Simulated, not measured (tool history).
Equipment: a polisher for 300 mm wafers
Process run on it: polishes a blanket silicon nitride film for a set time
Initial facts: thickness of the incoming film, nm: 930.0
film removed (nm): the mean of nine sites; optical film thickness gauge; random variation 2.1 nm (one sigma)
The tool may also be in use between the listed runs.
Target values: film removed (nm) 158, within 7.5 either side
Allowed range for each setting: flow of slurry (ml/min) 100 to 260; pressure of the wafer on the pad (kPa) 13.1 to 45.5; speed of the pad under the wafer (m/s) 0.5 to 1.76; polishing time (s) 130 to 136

| run | day | flow of slurry (ml/min) | pressure of the wafer on the pad (kPa) | speed of the pad under the wafer (m/s) | polishing time (s) | film removed (nm) |
|---|---|---|---|---|---|---|
| 1 | 0 | 165 | 29 | 1.12 | 130 | 259.8 |
| 2 | 0.025 | 165 | 25.5 | 1.1 | 130 | 231.52 |
| 3 | 0.067 | 165 | 22.1 | 1.08 | 130 | 195.98 |
| 4 | 0.329 | 165 | 22.1 | 1.08 | 136 | 205.66 |
| 5 | 0.588 | 165 | 20 | 1.08 | 136 | 181.48 |
| 6 | 0.875 | 165 | 20 | 1.08 | 130 | 179.35 |
| 7 | 1.162 | 165 | 19.3 | 1.08 | 130 | 171.43 |
| 8 | 1.496 | 165 | 18.6 | 1.08 | 130 | 167.13 |

Exactly one of the 4 candidate moves below puts every result within its allowed miss. Which one?
| A | 1.829 | 155 | 22.1 | 0.78 | 136 | ? |
| B | 1.829 | 165 | 17.2 | 1 | 135 | ? |
| C | 1.829 | 105 | 21.4 | 1.1 | 136 | ? |
| D | 1.829 | 170 | 19.3 | 1.08 | 132 | ? |

| move | film removed (nm) |
|---|---|
| A | 178.32 |
| B | 158.52 |
| C | 185.4 |
| D | 180.26 |
A: its largest miss is bigger than the last run's
B: every result lands within tolerance
C: its largest miss is bigger than the last run's
D: its largest miss is bigger than the last run's
B meets every target.

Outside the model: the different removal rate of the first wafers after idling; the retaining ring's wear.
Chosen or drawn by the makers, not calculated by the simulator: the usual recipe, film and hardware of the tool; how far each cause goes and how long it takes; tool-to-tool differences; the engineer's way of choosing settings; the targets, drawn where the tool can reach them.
